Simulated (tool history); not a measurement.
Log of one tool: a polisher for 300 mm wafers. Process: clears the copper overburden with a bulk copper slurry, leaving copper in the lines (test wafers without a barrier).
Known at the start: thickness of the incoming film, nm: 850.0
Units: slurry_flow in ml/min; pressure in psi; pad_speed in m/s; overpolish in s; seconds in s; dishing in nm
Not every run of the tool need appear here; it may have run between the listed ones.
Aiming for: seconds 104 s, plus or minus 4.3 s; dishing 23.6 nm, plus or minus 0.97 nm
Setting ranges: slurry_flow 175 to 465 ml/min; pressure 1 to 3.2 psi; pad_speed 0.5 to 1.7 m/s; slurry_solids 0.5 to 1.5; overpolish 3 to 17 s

run 1 day=0 | slurry_flow=295 pressure=2.1 pad_speed=1.1 slurry_solids=1 overpolish=9 | seconds=103.57 dishing=49.091
run 2 day=0.158 | slurry_flow=295 pressure=2.1 pad_speed=1.1 slurry_solids=1 overpolish=12 | seconds=103.63 dishing=61.165
run 3 day=0.362 | slurry_flow=295 pressure=1.9 pad_speed=1.16 slurry_solids=1 overpolish=10 | seconds=105.32 dishing=51.318
run 4 day=0.679 | slurry_flow=295 pressure=1.7 pad_speed=1.22 slurry_solids=1 overpolish=9 | seconds=112.59 dishing=44.395
run 5 day=0.983 | slurry_flow=295 pressure=1.7 pad_speed=1.02 slurry_solids=1 overpolish=9 | seconds=132.6 dishing=38.139
run 6 day=1.333 | slurry_flow=295 pressure=1.7 pad_speed=1.24 slurry_solids=1 overpolish=9 | seconds=113.33 dishing=44.118
run 7 day=1.704 | slurry_flow=325 pressure=1.6 pad_speed=1.28 slurry_solids=1.1 overpolish=8 | seconds=109.99 dishing=40.729
run 8 day=1.867 | slurry_flow=350 pressure=1.5 pad_speed=1.32 slurry_solids=1.15 overpolish=7 | seconds=116.53 dishing=35.387
run 9 day=1.975 | slurry_flow=370 pressure=1.5 pad_speed=1.36 slurry_solids=1.2 overpolish=6 | seconds=110.99 dishing=32.284
run 10 day=2.288 | slurry_flow=390 pressure=1.5 pad_speed=1.36 slurry_solids=1.25 overpolish=5 | seconds=106.5 dishing=27.646
run 11 day=2.6 | slurry_flow=440 pressure=1.4 pad_speed=1.36 slurry_solids=1.45 overpolish=4 | seconds=110.76 dishing=22.498

Exactly one of the 4 candidate moves below puts every result within its allowed miss. Which one?
run A day=2.912 | slurry_flow=465 pressure=1.5 pad_speed=1.22 slurry_solids=1.3 overpolish=5 | seconds=? dishing=?
run B day=2.912 | slurry_flow=415 pressure=2 pad_speed=1.02 slurry_solids=1.2 overpolish=4 | seconds=? dishing=?
run C day=2.912 | slurry_flow=435 pressure=1.4 pad_speed=1.3 slurry_solids=1.45 overpolish=4 | seconds=? dishing=?
run D day=2.912 | slurry_flow=440 pressure=1.3 pad_speed=1.36 slurry_solids=1.5 overpolish=5 | seconds=? dishing=?

move=A seconds=115.06 dishing=26.222
move=B seconds=104.71 dishing=23.716
move=C seconds=113.48 dishing=21.69
move=D seconds=115.93 dishing=25.823
A: the biggest miss grows against the last run
B: all results land within tolerance of their targets
C: the biggest miss grows against the last run
D: the biggest miss grows against the last run
So the answer is move B, the one that meets all the targets.
